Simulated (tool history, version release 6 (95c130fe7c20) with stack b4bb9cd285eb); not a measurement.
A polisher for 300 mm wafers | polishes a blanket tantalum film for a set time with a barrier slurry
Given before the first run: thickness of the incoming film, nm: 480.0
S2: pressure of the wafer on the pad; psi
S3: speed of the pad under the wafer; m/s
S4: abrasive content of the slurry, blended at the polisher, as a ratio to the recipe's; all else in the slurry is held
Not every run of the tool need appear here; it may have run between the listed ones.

run 1 hour=0 | flow_of_slurry_(ml/min)=195 S2=2.4 S3=0.96 S4=1 polishing_time_(s)=46 | film_removed_(angstrom)=998.45
run 2 hour=4 | flow_of_slurry_(ml/min)=195 S2=2.4 S3=1.04 S4=1 polishing_time_(s)=46 | film_removed_(angstrom)=1084.1
run 3 hour=4.8 | flow_of_slurry_(ml/min)=195 S2=2.4 S3=1.04 S4=1.15 polishing_time_(s)=46 | film_removed_(angstrom)=1122.9
run 4 hour=13.3 | flow_of_slurry_(ml/min)=195 S2=2.4 S3=1.04 S4=1.15 polishing_time_(s)=41 | film_removed_(angstrom)=1005.1
run 5 hour=19.9 | flow_of_slurry_(ml/min)=190 S2=2.2 S3=1.04 S4=1.15 polishing_time_(s)=41 | film_removed_(angstrom)=926.83
run 6 hour=22.9 | flow_of_slurry_(ml/min)=190 S2=2.2 S3=1.14 S4=1.15 polishing_time_(s)=41 | film_removed_(angstrom)=1016.5
run 7 hour=28.2 | flow_of_slurry_(ml/min)=180 S2=1.6 S3=1.12 S4=1.15 polishing_time_(s)=41 | film_removed_(angstrom)=751.61

Expected results for the next run?
run 8 hour=35.8 | flow_of_slurry_(ml/min)=165 S2=1.4 S3=1.12 S4=1.15 polishing_time_(s)=41 | film_removed_(angstrom)=?

Run 8 gave film removed (angstrom) 661.55.

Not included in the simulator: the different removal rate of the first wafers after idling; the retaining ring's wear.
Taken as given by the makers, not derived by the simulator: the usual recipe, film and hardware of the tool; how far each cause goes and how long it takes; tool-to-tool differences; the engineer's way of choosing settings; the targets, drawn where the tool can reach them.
